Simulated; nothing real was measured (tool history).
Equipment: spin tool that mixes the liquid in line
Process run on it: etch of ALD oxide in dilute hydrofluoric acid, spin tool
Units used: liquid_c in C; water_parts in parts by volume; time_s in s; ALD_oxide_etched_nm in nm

run  hour  liquid_c  water_parts  time_s  ALD_oxide_etched_nm
  1   0.0      22.0           70      75              12.4660
  2   3.6      21.0           75      75              10.9160
  3  11.8      21.0           60      75              14.2170
  4  20.2      20.0           65      75              12.4540
  5  27.2      20.0           75      75              10.4270
  6  35.6      20.0           60      75              13.4630
  7  40.7      19.5           65      75              12.1680
  8  45.7      17.0           85      75               8.0297

Estimate the outcome of run 9 from the log above:
  9  47.5      17.5           85      75                    ?

Run 9 came out at ALD_oxide_etched_nm 8.3475 nm.
